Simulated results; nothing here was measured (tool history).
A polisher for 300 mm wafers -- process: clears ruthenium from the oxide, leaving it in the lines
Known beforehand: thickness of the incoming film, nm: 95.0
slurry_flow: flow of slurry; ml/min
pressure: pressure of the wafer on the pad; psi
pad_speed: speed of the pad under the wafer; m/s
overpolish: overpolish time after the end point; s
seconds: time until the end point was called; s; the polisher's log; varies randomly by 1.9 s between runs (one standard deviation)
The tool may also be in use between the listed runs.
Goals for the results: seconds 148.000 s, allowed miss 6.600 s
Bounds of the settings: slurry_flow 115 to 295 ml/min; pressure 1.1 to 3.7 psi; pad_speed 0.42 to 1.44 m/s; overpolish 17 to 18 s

Run 1, hour 0.0: slurry_flow 190 ml/min, pressure 2.4 psi, pad_speed 0.92 m/s, overpolish 17 s. Result: seconds 86.149 s.
Run 2, hour 4.6: slurry_flow 220 ml/min, pressure 2.4 psi, pad_speed 0.92 m/s, overpolish 17 s. Result: seconds 87.531 s.
Run 3, hour 10.7: slurry_flow 220 ml/min, pressure 2.4 psi, pad_speed 1.04 m/s, overpolish 17 s. Result: seconds 76.416 s.
Run 4, hour 11.7: slurry_flow 220 ml/min, pressure 2.2 psi, pad_speed 1.02 m/s, overpolish 17 s. Result: seconds 84.936 s.
Run 5, hour 18.4: slurry_flow 220 ml/min, pressure 2.7 psi, pad_speed 1.02 m/s, overpolish 17 s. Result: seconds 69.165 s.
Run 6, hour 26.8: slurry_flow 175 ml/min, pressure 2.7 psi, pad_speed 1.02 m/s, overpolish 17 s. Result: seconds 72.868 s.
Run 7, hour 31.4: slurry_flow 175 ml/min, pressure 2.4 psi, pad_speed 1.00 m/s, overpolish 17 s. Result: seconds 84.589 s.
Run 8, hour 32.6: slurry_flow 175 ml/min, pressure 2.4 psi, pad_speed 1.00 m/s, overpolish 17 s. Result: seconds 84.949 s.
Run 9, hour 36.7: slurry_flow 170 ml/min, pressure 2.2 psi, pad_speed 1.00 m/s, overpolish 17 s. Result: seconds 93.917 s.
Run 10, hour 45.7: slurry_flow 165 ml/min, pressure 2.0 psi, pad_speed 1.00 m/s, overpolish 17 s. Result: seconds 100.860 s.
Run 11, hour 46.4: slurry_flow 165 ml/min, pressure 1.8 psi, pad_speed 1.00 m/s, overpolish 17 s. Result: seconds 108.360 s.
Run 12, hour 48.6: slurry_flow 160 ml/min, pressure 1.7 psi, pad_speed 1.00 m/s, overpolish 17 s. Result: seconds 117.520 s.
Run 13, hour 52.1: slurry_flow 160 ml/min, pressure 1.6 psi, pad_speed 1.00 m/s, overpolish 17 s. Result: seconds 122.710 s.
Run 14, hour 57.0: slurry_flow 160 ml/min, pressure 1.5 psi, pad_speed 1.00 m/s, overpolish 17 s. Result: seconds 133.470 s.

Exactly one of the 4 candidate moves below puts every result within its allowed miss. Which one?
Run A, hour 61.9: slurry_flow 145 ml/min, pressure 1.9 psi, pad_speed 0.58 m/s, overpolish 17 s. Result: seconds ?.
Run B, hour 61.9: slurry_flow 160 ml/min, pressure 1.3 psi, pad_speed 0.86 m/s, overpolish 18 s. Result: seconds ?.
Run C, hour 61.9: slurry_flow 115 ml/min, pressure 2.0 psi, pad_speed 0.46 m/s, overpolish 17 s. Result: seconds ?.
Run D, hour 61.9: slurry_flow 115 ml/min, pressure 1.6 psi, pad_speed 0.70 m/s, overpolish 17 s. Result: seconds ?.

move  seconds
   A  149.310
   B  168.980
   C  167.860
   D  168.440
A: all results in spec
B: pushes the last run's worst result past its target
C: pushes the last run's worst result past its target
D: pushes the last run's worst result past its target
Answer: A

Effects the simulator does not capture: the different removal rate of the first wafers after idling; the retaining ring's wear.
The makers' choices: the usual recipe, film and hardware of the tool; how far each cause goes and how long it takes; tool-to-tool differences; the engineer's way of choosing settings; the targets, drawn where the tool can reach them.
